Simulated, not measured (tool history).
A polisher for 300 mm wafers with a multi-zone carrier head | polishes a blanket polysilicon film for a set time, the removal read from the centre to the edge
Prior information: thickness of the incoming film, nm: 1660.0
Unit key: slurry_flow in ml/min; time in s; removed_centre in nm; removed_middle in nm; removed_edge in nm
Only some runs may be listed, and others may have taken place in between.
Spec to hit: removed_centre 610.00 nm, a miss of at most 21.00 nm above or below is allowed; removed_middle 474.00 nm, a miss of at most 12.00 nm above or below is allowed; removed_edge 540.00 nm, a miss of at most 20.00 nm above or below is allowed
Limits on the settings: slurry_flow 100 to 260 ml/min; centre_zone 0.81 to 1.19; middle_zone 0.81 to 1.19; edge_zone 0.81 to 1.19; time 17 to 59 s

{"run": 1, "day": 0.0, "slurry_flow": 165, "centre_zone": 1.0, "middle_zone": 1.0, "edge_zone": 1.0, "time": 38, "removed_centre": 334.54, "removed_middle": 359.05, "removed_edge": 356.0}
{"run": 2, "day": 0.233, "slurry_flow": 165, "centre_zone": 1.0, "middle_zone": 1.04, "edge_zone": 1.0, "time": 38, "removed_centre": 339.35, "removed_middle": 371.43, "removed_edge": 359.95}
{"run": 3, "day": 0.438, "slurry_flow": 125, "centre_zone": 1.0, "middle_zone": 1.04, "edge_zone": 1.0, "time": 38, "removed_centre": 314.35, "removed_middle": 351.93, "removed_edge": 346.23}
{"run": 4, "day": 0.55, "slurry_flow": 125, "centre_zone": 1.05, "middle_zone": 1.04, "edge_zone": 1.0, "time": 38, "removed_centre": 328.73, "removed_middle": 353.4, "removed_edge": 342.46}
{"run": 5, "day": 0.592, "slurry_flow": 125, "centre_zone": 1.05, "middle_zone": 1.11, "edge_zone": 1.0, "time": 38, "removed_centre": 331.0, "removed_middle": 372.45, "removed_edge": 348.99}
{"run": 6, "day": 0.883, "slurry_flow": 125, "centre_zone": 1.11, "middle_zone": 1.11, "edge_zone": 1.0, "time": 38, "removed_centre": 353.36, "removed_middle": 368.84, "removed_edge": 348.08}
{"run": 7, "day": 1.012, "slurry_flow": 140, "centre_zone": 1.12, "middle_zone": 1.08, "edge_zone": 1.03, "time": 39, "removed_centre": 371.81, "removed_middle": 376.19, "removed_edge": 364.83}
{"run": 8, "day": 1.342, "slurry_flow": 155, "centre_zone": 1.13, "middle_zone": 1.05, "edge_zone": 1.05, "time": 41, "removed_centre": 411.48, "removed_middle": 396.83, "removed_edge": 393.6}
{"run": 9, "day": 1.4, "slurry_flow": 165, "centre_zone": 1.14, "middle_zone": 1.03, "edge_zone": 1.07, "time": 42, "removed_centre": 427.62, "removed_middle": 405.72, "removed_edge": 405.1}
{"run": 10, "day": 1.462, "slurry_flow": 175, "centre_zone": 1.15, "middle_zone": 1.0, "edge_zone": 1.09, "time": 43, "removed_centre": 441.84, "removed_middle": 407.06, "removed_edge": 429.14}
{"run": 11, "day": 1.675, "slurry_flow": 185, "centre_zone": 1.16, "middle_zone": 0.98, "edge_zone": 1.09, "time": 44, "removed_centre": 466.97, "removed_middle": 417.46, "removed_edge": 447.58}
{"run": 12, "day": 1.758, "slurry_flow": 235, "centre_zone": 1.19, "middle_zone": 0.88, "edge_zone": 1.04, "time": 50, "removed_centre": 564.81, "removed_middle": 450.34, "removed_edge": 495.41}
{"run": 13, "day": 2.075, "slurry_flow": 240, "centre_zone": 1.19, "middle_zone": 0.88, "edge_zone": 1.04, "time": 50, "removed_centre": 560.18, "removed_middle": 446.02, "removed_edge": 502.5}
{"run": 14, "day": 2.417, "slurry_flow": 245, "centre_zone": 1.19, "middle_zone": 0.86, "edge_zone": 1.03, "time": 52, "removed_centre": 579.63, "removed_middle": 456.39, "removed_edge": 524.25}
{"run": 15, "day": 2.588, "slurry_flow": 245, "centre_zone": 1.19, "middle_zone": 0.86, "edge_zone": 1.02, "time": 52, "removed_centre": 580.66, "removed_middle": 458.3, "removed_edge": 513.63}

4 next moves are on the table. One of them brings every result within its allowed miss. Which?
{"run": "A", "day": 2.758, "slurry_flow": 245, "centre_zone": 1.19, "middle_zone": 0.91, "edge_zone": 1.05, "time": 49, "removed_centre": "?", "removed_middle": "?", "removed_edge": "?"}
{"run": "B", "day": 2.758, "slurry_flow": 220, "centre_zone": 1.19, "middle_zone": 0.86, "edge_zone": 1.03, "time": 55, "removed_centre": "?", "removed_middle": "?", "removed_edge": "?"}
{"run": "C", "day": 2.758, "slurry_flow": 240, "centre_zone": 1.19, "middle_zone": 0.95, "edge_zone": 0.97, "time": 50, "removed_centre": "?", "removed_middle": "?", "removed_edge": "?"}
{"run": "D", "day": 2.758, "slurry_flow": 255, "centre_zone": 1.13, "middle_zone": 0.86, "edge_zone": 1.04, "time": 54, "removed_centre": "?", "removed_middle": "?", "removed_edge": "?"}

move=A removed_centre=551.86 removed_middle=451.34 removed_edge=498.45
move=B removed_centre=610.08 removed_middle=477.08 removed_edge=549.08
move=C removed_centre=561.75 removed_middle=476.27 removed_edge=488.28
move=D removed_centre=579.93 removed_middle=477.02 removed_edge=548.99
A: moves away from the targets compared with the last run
B: meets every target
C: moves away from the targets compared with the last run
D: just as far off the targets as the last run
Move B is the one to make.

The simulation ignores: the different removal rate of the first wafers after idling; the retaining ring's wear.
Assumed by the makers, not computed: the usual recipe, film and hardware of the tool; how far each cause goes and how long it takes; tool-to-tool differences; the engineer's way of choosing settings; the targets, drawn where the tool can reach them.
